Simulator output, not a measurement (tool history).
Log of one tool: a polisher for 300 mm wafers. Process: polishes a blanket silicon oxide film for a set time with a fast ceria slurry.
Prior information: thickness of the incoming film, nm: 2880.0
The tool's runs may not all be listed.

run,hour,flow of slurry (ml/min),pressure of the wafer on the pad (psi),speed of the pad under the wafer (cm/s),polishing time (s),film removed (Å)
1,0,285,3.2,78,41,5962.2
2,6.9,285,3.2,86,41,6763.1
3,12.4,285,3.6,86,41,7357
4,15.7,285,3.2,84,41,6491.8
5,17.1,285,3.2,98,41,7658.6
6,24,285,3.6,98,41,8609.1
7,26.6,285,3.1,96,41,7102.3
8,30.5,285,2.8,96,41,6686.1
9,33.6,285,2.5,94,41,5755.9

Predict the results of run 10:
10,36.5,285,2.3,94,41,?

film removed (Å): 5328
